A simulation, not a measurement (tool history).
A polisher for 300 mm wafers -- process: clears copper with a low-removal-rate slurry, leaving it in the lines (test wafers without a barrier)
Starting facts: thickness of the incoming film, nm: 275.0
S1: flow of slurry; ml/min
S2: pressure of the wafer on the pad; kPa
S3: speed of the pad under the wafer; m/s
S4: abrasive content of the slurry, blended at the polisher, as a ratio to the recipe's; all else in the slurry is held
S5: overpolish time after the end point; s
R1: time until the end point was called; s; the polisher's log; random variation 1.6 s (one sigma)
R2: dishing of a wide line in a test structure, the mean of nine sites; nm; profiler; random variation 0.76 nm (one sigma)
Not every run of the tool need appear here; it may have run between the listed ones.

| run | day | S1 | S2 | S3 | S4 | S5 | R1 | R2 |
|---|---|---|---|---|---|---|---|---|
| 1 | 0.000 | 230 | 18.6 | 0.88 | 1.00 | 27 | 122.51 | 35.535 |
| 2 | 0.142 | 230 | 18.6 | 0.88 | 1.00 | 31 | 124.32 | 39.167 |
| 3 | 0.258 | 230 | 18.6 | 0.88 | 1.00 | 38 | 122.00 | 47.262 |
| 4 | 0.600 | 230 | 21.4 | 0.88 | 1.00 | 38 | 105.99 | 51.113 |
| 5 | 0.829 | 230 | 21.4 | 0.88 | 1.10 | 38 | 106.75 | 53.389 |
| 6 | 0.992 | 230 | 21.4 | 0.88 | 1.15 | 38 | 105.26 | 53.783 |
| 7 | 1.021 | 230 | 19.3 | 0.88 | 1.15 | 39 | 116.88 | 49.591 |

Predict the results of run 8:
| 8 | 1.067 | 230 | 17.9 | 0.88 | 1.15 | 41 | ? | ? |

{"run 8": {"R1": 124.41, "R2": 49.07}}
